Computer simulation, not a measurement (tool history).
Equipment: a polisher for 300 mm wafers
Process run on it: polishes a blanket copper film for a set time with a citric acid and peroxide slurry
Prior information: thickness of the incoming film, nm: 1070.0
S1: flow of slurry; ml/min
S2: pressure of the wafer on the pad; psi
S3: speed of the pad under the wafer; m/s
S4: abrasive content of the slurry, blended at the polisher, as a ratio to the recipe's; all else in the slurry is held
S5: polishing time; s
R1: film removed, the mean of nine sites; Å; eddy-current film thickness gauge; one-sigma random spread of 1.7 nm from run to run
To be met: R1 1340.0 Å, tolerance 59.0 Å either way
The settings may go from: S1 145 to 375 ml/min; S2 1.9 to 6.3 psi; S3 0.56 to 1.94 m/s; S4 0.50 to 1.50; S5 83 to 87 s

Run 1, hour 0.0: S1 240 ml/min, S2 4.1 psi, S3 1.24 m/s, S4 1.00, S5 83 s. Result: R1 2491.5 Å.
Run 2, hour 8.0: S1 240 ml/min, S2 4.7 psi, S3 1.24 m/s, S4 1.00, S5 83 s. Result: R1 2796.5 Å.
Run 3, hour 12.5: S1 240 ml/min, S2 4.7 psi, S3 1.24 m/s, S4 1.00, S5 83 s. Result: R1 2836.4 Å.
Run 4, hour 16.2: S1 240 ml/min, S2 4.2 psi, S3 1.24 m/s, S4 1.00, S5 83 s. Result: R1 2560.6 Å.
Run 5, hour 16.8: S1 240 ml/min, S2 4.2 psi, S3 1.24 m/s, S4 1.10, S5 83 s. Result: R1 2620.7 Å.
Run 6, hour 20.8: S1 240 ml/min, S2 3.9 psi, S3 1.20 m/s, S4 1.10, S5 83 s. Result: R1 2361.1 Å.
Run 7, hour 24.3: S1 240 ml/min, S2 3.6 psi, S3 1.18 m/s, S4 1.10, S5 83 s. Result: R1 2133.5 Å.
Run 8, hour 32.3: S1 240 ml/min, S2 3.4 psi, S3 1.16 m/s, S4 1.10, S5 83 s. Result: R1 1995.8 Å.
Run 9, hour 39.5: S1 240 ml/min, S2 3.2 psi, S3 1.16 m/s, S4 1.10, S5 83 s. Result: R1 1864.4 Å.
Run 10, hour 42.6: S1 240 ml/min, S2 3.0 psi, S3 1.16 m/s, S4 1.10, S5 83 s. Result: R1 1738.3 Å.
Run 11, hour 46.5: S1 240 ml/min, S2 2.9 psi, S3 1.16 m/s, S4 1.10, S5 83 s. Result: R1 1702.6 Å.
Run 12, hour 49.9: S1 240 ml/min, S2 2.8 psi, S3 1.16 m/s, S4 1.10, S5 83 s. Result: R1 1663.4 Å.
Run 13, hour 54.0: S1 240 ml/min, S2 2.7 psi, S3 1.16 m/s, S4 1.10, S5 83 s. Result: R1 1594.8 Å.
Run 14, hour 55.0: S1 240 ml/min, S2 2.6 psi, S3 1.16 m/s, S4 1.10, S5 83 s. Result: R1 1545.8 Å.
Run 15, hour 55.9: S1 240 ml/min, S2 2.5 psi, S3 1.16 m/s, S4 1.10, S5 83 s. Result: R1 1475.2 Å.

Consider the 4 candidate settings below. Which is the only one whose results all fall within their allowed miss of target?
Run A, hour 56.8: S1 270 ml/min, S2 2.1 psi, S3 1.34 m/s, S4 1.05, S5 83 s. Result: R1 ?.
Run B, hour 56.8: S1 225 ml/min, S2 2.8 psi, S3 0.94 m/s, S4 1.15, S5 83 s. Result: R1 ?.
Run C, hour 56.8: S1 240 ml/min, S2 3.0 psi, S3 0.98 m/s, S4 1.15, S5 87 s. Result: R1 ?.
Run D, hour 56.8: S1 220 ml/min, S2 2.4 psi, S3 1.34 m/s, S4 1.00, S5 87 s. Result: R1 ?.

move      R1
   A  1441.4
   B  1341.5
   C  1574.5
   D  1663.2
A: closes in on the targets versus the last run, not all within tolerance yet
B: meets every target
C: lands further from the targets than the last run did
D: lands further from the targets than the last run did
Answer: B
